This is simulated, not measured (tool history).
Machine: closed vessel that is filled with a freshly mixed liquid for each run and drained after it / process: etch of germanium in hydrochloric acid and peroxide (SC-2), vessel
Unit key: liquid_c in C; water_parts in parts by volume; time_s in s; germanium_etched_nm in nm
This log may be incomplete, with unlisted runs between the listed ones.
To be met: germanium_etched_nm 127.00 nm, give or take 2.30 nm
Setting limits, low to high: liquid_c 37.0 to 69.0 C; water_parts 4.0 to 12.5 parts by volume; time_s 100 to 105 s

run  hour  liquid_c  water_parts  time_s  germanium_etched_nm
  1   0.0      53.0          7.0     100               176.55
  2   8.3      49.5          7.0     100               158.46
  3   9.1      49.5          7.0     100               158.30
  4  14.0      47.5          7.0     100               149.30
  5  16.8      47.5          6.0     100               150.06
  6  18.2      46.0          6.0     100               141.58
  7  24.7      45.0          6.0     100               137.44
  8  32.9      44.0          6.0     100               132.74
  9  33.5      43.5          6.0     100               130.81

Next run, 5 choices. One meets every target within its allowed miss, the rest don't. Which?
  A  34.1      42.5          5.5     100                    ?
  B  34.1      44.0          6.5     100                    ?
  C  34.1      43.5          4.0     100                    ?
  D  34.1      42.5          6.0     105                    ?
  E  34.1      43.5          8.5     105                    ?

move  germanium_etched_nm
   A               127.03
   B               132.78
   C               132.09
   D               133.02
   E               135.04
A: every result within its allowed miss
B: the biggest miss grows against the last run
C: the biggest miss grows against the last run
D: the biggest miss grows against the last run
E: the biggest miss grows against the last run
Correct choice: A, which meets every target

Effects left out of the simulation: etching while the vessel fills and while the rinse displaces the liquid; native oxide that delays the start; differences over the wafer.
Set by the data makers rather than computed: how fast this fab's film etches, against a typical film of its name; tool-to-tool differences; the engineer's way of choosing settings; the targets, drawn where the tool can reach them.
